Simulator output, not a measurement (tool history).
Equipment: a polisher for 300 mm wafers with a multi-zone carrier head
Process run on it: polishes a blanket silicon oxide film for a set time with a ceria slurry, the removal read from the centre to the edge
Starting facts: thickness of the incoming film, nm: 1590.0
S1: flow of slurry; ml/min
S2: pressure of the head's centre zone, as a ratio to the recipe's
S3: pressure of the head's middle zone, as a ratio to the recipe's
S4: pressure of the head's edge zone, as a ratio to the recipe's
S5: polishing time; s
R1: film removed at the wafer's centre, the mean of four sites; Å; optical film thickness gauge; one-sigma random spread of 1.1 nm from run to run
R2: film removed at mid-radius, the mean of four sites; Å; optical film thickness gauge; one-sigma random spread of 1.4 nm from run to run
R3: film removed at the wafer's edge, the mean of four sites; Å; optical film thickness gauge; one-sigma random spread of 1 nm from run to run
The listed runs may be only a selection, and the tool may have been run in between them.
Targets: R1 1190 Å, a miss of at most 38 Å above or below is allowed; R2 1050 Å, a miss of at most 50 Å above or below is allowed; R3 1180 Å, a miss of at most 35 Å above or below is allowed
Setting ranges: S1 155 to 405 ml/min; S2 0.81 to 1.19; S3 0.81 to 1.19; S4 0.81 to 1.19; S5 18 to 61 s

{"run": 1, "hour": 0.0, "S1": 260, "S2": 1, "S3": 1, "S4": 1, "S5": 39, "R1": 1737.7, "R2": 1758.8, "R3": 1799}
{"run": 2, "hour": 2.6, "S1": 260, "S2": 1, "S3": 1, "S4": 1.06, "S5": 39, "R1": 1727.4, "R2": 1771.6, "R3": 1822.2}
{"run": 3, "hour": 8.4, "S1": 260, "S2": 1, "S3": 0.99, "S4": 1.05, "S5": 37, "R1": 1636.7, "R2": 1668.8, "R3": 1705.4}
{"run": 4, "hour": 12.2, "S1": 260, "S2": 1, "S3": 1.04, "S4": 1.05, "S5": 37, "R1": 1649.8, "R2": 1670.3, "R3": 1731.6}
{"run": 5, "hour": 15.3, "S1": 255, "S2": 1.01, "S3": 1.04, "S4": 1.06, "S5": 35, "R1": 1582.2, "R2": 1587.4, "R3": 1633.9}
{"run": 6, "hour": 16.3, "S1": 255, "S2": 1.01, "S3": 1.04, "S4": 1.06, "S5": 45, "R1": 2031, "R2": 2062.2, "R3": 2095.6}
{"run": 7, "hour": 21.1, "S1": 250, "S2": 1.02, "S3": 1.03, "S4": 1.07, "S5": 43, "R1": 1947.4, "R2": 1918.9, "R3": 2012.5}
{"run": 8, "hour": 23.8, "S1": 245, "S2": 0.98, "S3": 0.93, "S4": 0.97, "S5": 32, "R1": 1377.2, "R2": 1346.2, "R3": 1417.3}
{"run": 9, "hour": 30.2, "S1": 240, "S2": 0.98, "S3": 0.92, "S4": 0.97, "S5": 32, "R1": 1392, "R2": 1345.8, "R3": 1431.2}
{"run": 10, "hour": 33.4, "S1": 235, "S2": 0.98, "S3": 0.91, "S4": 0.96, "S5": 31, "R1": 1332.5, "R2": 1263, "R3": 1365.9}
{"run": 11, "hour": 37.1, "S1": 230, "S2": 0.98, "S3": 0.9, "S4": 0.95, "S5": 31, "R1": 1323.2, "R2": 1266.8, "R3": 1347.9}
{"run": 12, "hour": 45.0, "S1": 230, "S2": 1.01, "S3": 0.81, "S4": 0.94, "S5": 25, "R1": 1109.1, "R2": 948.94, "R3": 1090.1}
{"run": 13, "hour": 53.3, "S1": 235, "S2": 1.01, "S3": 0.82, "S4": 0.95, "S5": 25, "R1": 1117.2, "R2": 947.12, "R3": 1106}
{"run": 14, "hour": 55.7, "S1": 240, "S2": 1.01, "S3": 0.83, "S4": 0.95, "S5": 25, "R1": 1099.4, "R2": 966.92, "R3": 1090.8}
{"run": 15, "hour": 59.0, "S1": 240, "S2": 1.01, "S3": 0.83, "S4": 0.96, "S5": 25, "R1": 1126.8, "R2": 951.2, "R3": 1086.6}

Of the 5 settings listed for the next run, only one would bring every result within its allowed miss of target. Which one?
{"run": "A", "hour": 62.3, "S1": 225, "S2": 0.98, "S3": 0.89, "S4": 1.02, "S5": 26, "R1": "?", "R2": "?", "R3": "?"}
{"run": "B", "hour": 62.3, "S1": 170, "S2": 0.97, "S3": 0.81, "S4": 0.94, "S5": 30, "R1": "?", "R2": "?", "R3": "?"}
{"run": "C", "hour": 62.3, "S1": 210, "S2": 0.93, "S3": 0.85, "S4": 0.94, "S5": 27, "R1": "?", "R2": "?", "R3": "?"}
{"run": "D", "hour": 62.3, "S1": 300, "S2": 1.02, "S3": 0.87, "S4": 0.99, "S5": 26, "R1": "?", "R2": "?", "R3": "?"}
{"run": "E", "hour": 62.3, "S1": 250, "S2": 0.94, "S3": 0.85, "S4": 0.95, "S5": 27, "R1": "?", "R2": "?", "R3": "?"}

move=A R1=1123.9 R2=1019.9 R3=1185.1
move=B R1=1233.4 R2=1061.8 R3=1282.7
move=C R1=1097 R2=1016.6 R3=1177.1
move=D R1=1208.4 R2=1032.4 R3=1194.2
move=E R1=1133.1 R2=1036.4 R3=1200.2
A: the furthest-off result lands on target, but another misses its tolerance
B: carries the result that was furthest off beyond its target, to the other side
C: the furthest-off result lands on target, but another misses its tolerance
D: every result lands within tolerance
E: the furthest-off result lands on target, but another misses its tolerance
So the answer is move D, the one that meets all the targets.

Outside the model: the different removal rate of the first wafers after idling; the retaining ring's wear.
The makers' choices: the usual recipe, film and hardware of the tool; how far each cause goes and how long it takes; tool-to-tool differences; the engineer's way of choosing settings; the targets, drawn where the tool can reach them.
